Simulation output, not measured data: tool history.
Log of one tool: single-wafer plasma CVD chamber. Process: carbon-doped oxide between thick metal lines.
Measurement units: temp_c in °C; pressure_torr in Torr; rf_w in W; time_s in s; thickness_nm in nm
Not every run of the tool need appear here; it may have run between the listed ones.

run	day	temp_c	pressure_torr	rf_w	time_s	thickness_nm
1	0.000	365	7.00	445	216	1017.40
2	0.367	365	7.00	445	216	1015.40
3	0.667	358	7.00	445	216	1035.70
4	1.012	358	6.31	445	216	1029.10
5	1.312	358	7.23	445	216	1039.30
6	1.342	363	6.82	400	215	932.67
7	1.704	368	6.47	380	215	882.87
8	1.812	380	5.07	335	214	747.05
9	1.862	377	5.21	335	214	758.24

Forecast run 10:
10	2.138	375	5.32	335	214	?

{"run 10": {"thickness_nm": 757.03}}

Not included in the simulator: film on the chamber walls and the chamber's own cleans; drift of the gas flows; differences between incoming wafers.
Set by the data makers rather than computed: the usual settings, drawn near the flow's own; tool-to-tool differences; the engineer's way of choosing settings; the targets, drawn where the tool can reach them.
